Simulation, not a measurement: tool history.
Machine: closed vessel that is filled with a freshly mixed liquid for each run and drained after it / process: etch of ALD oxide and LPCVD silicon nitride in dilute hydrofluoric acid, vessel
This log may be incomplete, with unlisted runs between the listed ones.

| run | hour | temperature setpoint of the liquid (C) | parts of water to one part of 49 % hydrofluoric acid (parts by volume) | time in the liquid (s) | thickness taken off the ALD oxide on a monitor wafer (angstrom) | thickness taken off the LPCVD silicon nitride on a monitor wafer (angstrom) |
|---|---|---|---|---|---|---|
| 1 | 0 | 23 | 100 | 170 | 162.94 | 9.1682 |
| 2 | 5.1 | 23 | 100 | 110 | 104.25 | 5.3866 |
| 3 | 9.3 | 26.5 | 100 | 110 | 121.81 | 7.8595 |
| 4 | 16.5 | 27.5 | 80 | 110 | 160.47 | 9.4325 |
| 5 | 19 | 26 | 80 | 110 | 152.06 | 8.7176 |
| 6 | 19.7 | 27.5 | 65 | 110 | 202.57 | 12.01 |

The next listed run, before its measurement:
| 7 | 26.7 | 28.5 | 60 | 110 | ? | ? |

{"run 7": {"thickness taken off the ALD oxide on a monitor wafer (angstrom)": 228.59, "thickness taken off the LPCVD silicon nitride on a monitor wafer (angstrom)": 13.972}}

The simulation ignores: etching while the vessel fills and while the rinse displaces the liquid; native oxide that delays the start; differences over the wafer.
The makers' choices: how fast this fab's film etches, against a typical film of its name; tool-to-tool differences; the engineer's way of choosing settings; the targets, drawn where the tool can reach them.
